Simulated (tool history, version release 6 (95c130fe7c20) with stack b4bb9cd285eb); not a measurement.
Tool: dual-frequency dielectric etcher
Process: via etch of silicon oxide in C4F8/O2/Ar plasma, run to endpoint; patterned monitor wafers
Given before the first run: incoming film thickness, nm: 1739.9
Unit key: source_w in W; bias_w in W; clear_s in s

run 1 hour=0 | source_w=2350 bias_w=1886 | clear_s=353.65
run 2 hour=1.9 | source_w=2350 bias_w=1645 | clear_s=369.81
run 3 hour=7.1 | source_w=2170 bias_w=1645 | clear_s=389.93
run 4 hour=14.5 | source_w=2560 bias_w=1645 | clear_s=354.83
run 5 hour=18 | source_w=2290 bias_w=1547 | clear_s=378.29
run 6 hour=18.8 | source_w=2060 bias_w=1458 | clear_s=412.53
run 7 hour=24.7 | source_w=1930 bias_w=1427 | clear_s=427.61
run 8 hour=26.7 | source_w=1830 bias_w=1404 | clear_s=437.21

Estimate the outcome of run 9 from the log above:
run 9 hour=28.6 | source_w=1750 bias_w=1383 | clear_s=?

{"run 9": {"clear_s": 453.11}}
